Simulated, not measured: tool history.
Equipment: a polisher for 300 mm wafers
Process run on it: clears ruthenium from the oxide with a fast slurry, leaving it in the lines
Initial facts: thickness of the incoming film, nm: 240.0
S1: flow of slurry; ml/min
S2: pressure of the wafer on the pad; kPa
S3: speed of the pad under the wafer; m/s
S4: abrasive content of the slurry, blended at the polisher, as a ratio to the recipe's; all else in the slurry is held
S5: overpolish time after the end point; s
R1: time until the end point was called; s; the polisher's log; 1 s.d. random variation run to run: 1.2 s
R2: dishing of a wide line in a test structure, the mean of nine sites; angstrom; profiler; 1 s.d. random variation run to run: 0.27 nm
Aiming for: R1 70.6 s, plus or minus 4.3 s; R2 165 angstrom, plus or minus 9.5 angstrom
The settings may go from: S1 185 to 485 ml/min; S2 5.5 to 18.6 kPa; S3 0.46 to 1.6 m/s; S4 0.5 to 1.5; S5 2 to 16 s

Run 1, hour 0: S1 310 ml/min, S2 11.7 kPa, S3 1.02 m/s, S4 1, S5 8 s. Result: R1 104.15 s, R2 129.72 angstrom.
Run 2, hour 3.4: S1 310 ml/min, S2 13.1 kPa, S3 1.02 m/s, S4 1, S5 8 s. Result: R1 95.799 s, R2 143.77 angstrom.
Run 3, hour 8.8: S1 310 ml/min, S2 14.5 kPa, S3 1.04 m/s, S4 1, S5 8 s. Result: R1 85.618 s, R2 155.93 angstrom.
Run 4, hour 12.2: S1 310 ml/min, S2 14.5 kPa, S3 1.04 m/s, S4 1, S5 11 s. Result: R1 84.028 s, R2 200.87 angstrom.
Run 5, hour 13.4: S1 310 ml/min, S2 14.5 kPa, S3 1.04 m/s, S4 1, S5 14 s. Result: R1 85.612 s, R2 244.31 angstrom.
Run 6, hour 18.5: S1 310 ml/min, S2 15.9 kPa, S3 1.04 m/s, S4 1, S5 14 s. Result: R1 75.909 s, R2 239.12 angstrom.
Run 7, hour 20: S1 310 ml/min, S2 16.5 kPa, S3 1 m/s, S4 1, S5 13 s. Result: R1 78.583 s, R2 237.44 angstrom.
Run 8, hour 25.8: S1 310 ml/min, S2 17.2 kPa, S3 1.02 m/s, S4 1, S5 11 s. Result: R1 73.232 s, R2 222.38 angstrom.
Run 9, hour 26.9: S1 310 ml/min, S2 17.2 kPa, S3 1.02 m/s, S4 1, S5 10 s. Result: R1 73.357 s, R2 208.94 angstrom.

Pick the move, out of 4, that brings all results within their allowed miss; only one does.
Run A, hour 28: S1 330 ml/min, S2 18.6 kPa, S3 1.1 m/s, S4 1.05, S5 7 s. Result: R1 ?, R2 ?.
Run B, hour 28: S1 325 ml/min, S2 17.9 kPa, S3 1.02 m/s, S4 1.15, S5 11 s. Result: R1 ?, R2 ?.
Run C, hour 28: S1 315 ml/min, S2 17.9 kPa, S3 1.04 m/s, S4 1, S5 8 s. Result: R1 ?, R2 ?.
Run D, hour 28: S1 305 ml/min, S2 17.9 kPa, S3 0.98 m/s, S4 1.1, S5 7 s. Result: R1 ?, R2 ?.

move      R1      R2
   A  62.341  186.63
   B  67.204  241.28
   C  69.382  190.26
   D  70.983  169.39
A: nearer than the last run, and not there yet
B: the biggest miss grows against the last run
C: nearer than the last run, and not there yet
D: each result inside its tolerance
The right move is D.
